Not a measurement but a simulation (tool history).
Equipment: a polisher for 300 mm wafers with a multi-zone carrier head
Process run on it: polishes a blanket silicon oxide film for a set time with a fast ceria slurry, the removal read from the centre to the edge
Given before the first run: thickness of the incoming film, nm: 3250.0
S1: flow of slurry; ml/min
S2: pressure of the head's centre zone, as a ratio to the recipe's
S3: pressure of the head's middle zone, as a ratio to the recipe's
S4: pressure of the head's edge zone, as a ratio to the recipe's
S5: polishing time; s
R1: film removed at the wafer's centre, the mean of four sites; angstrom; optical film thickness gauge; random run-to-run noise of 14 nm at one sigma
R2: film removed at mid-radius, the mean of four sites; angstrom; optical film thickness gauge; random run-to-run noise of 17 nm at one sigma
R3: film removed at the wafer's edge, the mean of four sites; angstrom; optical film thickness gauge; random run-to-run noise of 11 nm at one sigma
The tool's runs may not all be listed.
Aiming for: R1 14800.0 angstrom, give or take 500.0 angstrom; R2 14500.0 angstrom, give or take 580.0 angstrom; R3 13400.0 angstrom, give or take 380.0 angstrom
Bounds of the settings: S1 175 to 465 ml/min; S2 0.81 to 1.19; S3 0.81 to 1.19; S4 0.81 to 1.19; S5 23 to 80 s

run 1 hour=0.0 | S1=295 S2=1.00 S3=1.00 S4=1.00 S5=51 | R1=11434.0 R2=11358.0 R3=11666.0
run 2 hour=8.0 | S1=295 S2=1.00 S3=1.00 S4=1.08 S5=51 | R1=11364.0 R2=11505.0 R3=12207.0
run 3 hour=15.3 | S1=295 S2=1.03 S3=1.00 S4=1.08 S5=51 | R1=11595.0 R2=11529.0 R3=12173.0
run 4 hour=16.9 | S1=295 S2=1.03 S3=1.00 S4=1.08 S5=42 | R1=9774.5 R2=9399.6 R3=9992.7
run 5 hour=19.8 | S1=295 S2=1.03 S3=0.95 S4=1.08 S5=42 | R1=9849.3 R2=8779.8 R3=10197.0
run 6 hour=28.2 | S1=325 S2=1.03 S3=0.95 S4=1.08 S5=42 | R1=9731.7 R2=9212.3 R3=10224.0
run 7 hour=30.8 | S1=320 S2=1.07 S3=0.99 S4=1.08 S5=47 | R1=11553.0 R2=10344.0 R3=11272.0
run 8 hour=36.0 | S1=390 S2=1.08 S3=1.09 S4=1.07 S5=57 | R1=14013.0 R2=14088.0 R3=13763.0

Consider the 5 candidate settings below. Which is the only one whose results all fall within their allowed miss of target?
run A hour=41.2 | S1=430 S2=1.00 S3=1.09 S4=1.02 S5=57 | R1=? R2=? R3=?
run B hour=41.2 | S1=395 S2=1.06 S3=0.98 S4=1.06 S5=59 | R1=? R2=? R3=?
run C hour=41.2 | S1=360 S2=1.00 S3=1.12 S4=1.02 S5=57 | R1=? R2=? R3=?
run D hour=41.2 | S1=405 S2=1.12 S3=1.11 S4=1.08 S5=53 | R1=? R2=? R3=?
run E hour=41.2 | S1=305 S2=1.10 S3=1.10 S4=0.94 S5=60 | R1=? R2=? R3=?

move=A R1=13111.0 R2=13926.0 R3=13691.0
move=B R1=14201.0 R2=13083.0 R3=14393.0
move=C R1=12915.0 R2=14056.0 R3=13538.0
move=D R1=13456.0 R2=13085.0 R3=13047.0
move=E R1=14571.0 R2=14335.0 R3=13543.0
A: lands further from the targets than the last run did
B: lands further from the targets than the last run did
C: lands further from the targets than the last run did
D: lands further from the targets than the last run did
E: hits every target within its allowed miss
So the answer is move E, the one that meets all the targets.
